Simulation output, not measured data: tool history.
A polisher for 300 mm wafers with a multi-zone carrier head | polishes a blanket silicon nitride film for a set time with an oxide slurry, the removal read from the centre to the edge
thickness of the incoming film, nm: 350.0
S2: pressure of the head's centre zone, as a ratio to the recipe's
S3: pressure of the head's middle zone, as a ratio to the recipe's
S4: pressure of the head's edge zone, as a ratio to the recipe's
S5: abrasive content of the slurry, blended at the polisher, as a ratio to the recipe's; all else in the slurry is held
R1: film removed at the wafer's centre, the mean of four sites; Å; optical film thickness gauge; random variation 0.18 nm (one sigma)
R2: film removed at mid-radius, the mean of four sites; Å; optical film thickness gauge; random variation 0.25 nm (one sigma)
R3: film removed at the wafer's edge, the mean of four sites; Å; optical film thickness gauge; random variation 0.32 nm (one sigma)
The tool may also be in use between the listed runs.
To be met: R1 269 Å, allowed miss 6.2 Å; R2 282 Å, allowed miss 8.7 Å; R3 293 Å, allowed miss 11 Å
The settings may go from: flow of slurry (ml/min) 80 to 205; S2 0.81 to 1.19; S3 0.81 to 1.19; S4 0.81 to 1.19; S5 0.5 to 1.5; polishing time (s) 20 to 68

run 1 day=0 | flow_of_slurry_(ml/min)=135 S2=1 S3=1 S4=1 S5=1 polishing_time_(s)=44 | R1=194.28 R2=189.63 R3=186.72
run 2 day=0.046 | flow_of_slurry_(ml/min)=140 S2=0.99 S3=1.01 S4=1.06 S5=1.15 polishing_time_(s)=46 | R1=219.14 R2=213.96 R3=216.35
run 3 day=0.096 | flow_of_slurry_(ml/min)=145 S2=0.97 S3=1.03 S4=1.1 S5=1.25 polishing_time_(s)=47 | R1=228.16 R2=235.24 R3=231.55
run 4 day=0.454 | flow_of_slurry_(ml/min)=145 S2=0.97 S3=1.03 S4=1.1 S5=1.45 polishing_time_(s)=47 | R1=242.58 R2=245.7 R3=245.33
run 5 day=0.5 | flow_of_slurry_(ml/min)=155 S2=0.95 S3=1.02 S4=1.13 S5=1.45 polishing_time_(s)=48 | R1=246.46 R2=256.16 R3=256.85
run 6 day=0.633 | flow_of_slurry_(ml/min)=160 S2=0.94 S3=1.01 S4=1.15 S5=1.45 polishing_time_(s)=49 | R1=246.64 R2=260.42 R3=268.75
run 7 day=0.821 | flow_of_slurry_(ml/min)=170 S2=0.95 S3=1.01 S4=1.16 S5=1.45 polishing_time_(s)=49 | R1=252.36 R2=266.22 R3=266.13
run 8 day=1.142 | flow_of_slurry_(ml/min)=165 S2=0.95 S3=1.01 S4=1.17 S5=1.45 polishing_time_(s)=50 | R1=257.21 R2=266.2 R3=269.91
run 9 day=1.212 | flow_of_slurry_(ml/min)=170 S2=0.94 S3=1 S4=1.18 S5=1.45 polishing_time_(s)=51 | R1=264.18 R2=271.7 R3=285.93
run 10 day=1.546 | flow_of_slurry_(ml/min)=175 S2=0.94 S3=1 S4=1.18 S5=1.45 polishing_time_(s)=51 | R1=263.81 R2=272.03 R3=283.63
-- day=1.896 edge zone pressure recalibrated
run 11 day=1.896 | flow_of_slurry_(ml/min)=180 S2=0.94 S3=1 S4=1.18 S5=1.45 polishing_time_(s)=51 | R1=265.68 R2=277.86 R3=297.06

5 next moves are on the table. One of them brings every result within its allowed miss. Which?
run A day=2.246 | flow_of_slurry_(ml/min)=205 S2=0.91 S3=1.01 S4=1.19 S5=1.5 polishing_time_(s)=49 | R1=? R2=? R3=?
run B day=2.246 | flow_of_slurry_(ml/min)=195 S2=0.84 S3=0.93 S4=1.12 S5=1.45 polishing_time_(s)=56 | R1=? R2=? R3=?
run C day=2.246 | flow_of_slurry_(ml/min)=165 S2=0.89 S3=0.92 S4=1.14 S5=1.25 polishing_time_(s)=59 | R1=? R2=? R3=?
run D day=2.246 | flow_of_slurry_(ml/min)=120 S2=1.01 S3=1.11 S4=1.18 S5=1.45 polishing_time_(s)=50 | R1=? R2=? R3=?
run E day=2.246 | flow_of_slurry_(ml/min)=185 S2=0.95 S3=1.03 S4=1.18 S5=1.5 polishing_time_(s)=50 | R1=? R2=? R3=?

move=A R1=254.69 R2=271.43 R3=292.38
move=B R1=262.99 R2=283.81 R3=320.28
move=C R1=268.14 R2=271.52 R3=313.76
move=D R1=255.65 R2=269.15 R3=273.58
move=E R1=266.83 R2=277.38 R3=293.94
A: further off than the last run
B: brings the result that was furthest off to its target, and leaves another outside
C: brings the result that was furthest off to its target, and leaves another outside
D: further off than the last run
E: meets every target
Move E is the one to make.
